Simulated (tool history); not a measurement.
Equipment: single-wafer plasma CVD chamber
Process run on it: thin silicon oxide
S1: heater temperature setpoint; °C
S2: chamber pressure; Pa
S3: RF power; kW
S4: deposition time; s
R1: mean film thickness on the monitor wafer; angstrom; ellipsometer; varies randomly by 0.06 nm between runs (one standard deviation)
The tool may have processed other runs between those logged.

{"run": 1, "day": 0.0, "S1": 380, "S2": 92.5, "S3": 0.24, "S4": 13.9, "R1": 207.13}
{"run": 2, "day": 0.271, "S1": 380, "S2": 84.5, "S3": 0.24, "S4": 13.9, "R1": 191.68}
{"run": 3, "day": 0.629, "S1": 380, "S2": 73.9, "S3": 0.24, "S4": 13.9, "R1": 173.2}
{"run": 4, "day": 0.688, "S1": 380, "S2": 68.9, "S3": 0.24, "S4": 13.9, "R1": 164.06}
{"run": 5, "day": 0.888, "S1": 380, "S2": 65.7, "S3": 0.24, "S4": 13.9, "R1": 156.9}
{"run": 6, "day": 1.117, "S1": 380, "S2": 55.5, "S3": 0.24, "S4": 13.9, "R1": 137.43}

Estimate the outcome of run 7 from the log above:
{"run": 7, "day": 1.358, "S1": 380, "S2": 56.8, "S3": 0.24, "S4": 13.9, "R1": "?"}

Run 7 gave R1 140.01 angstrom.
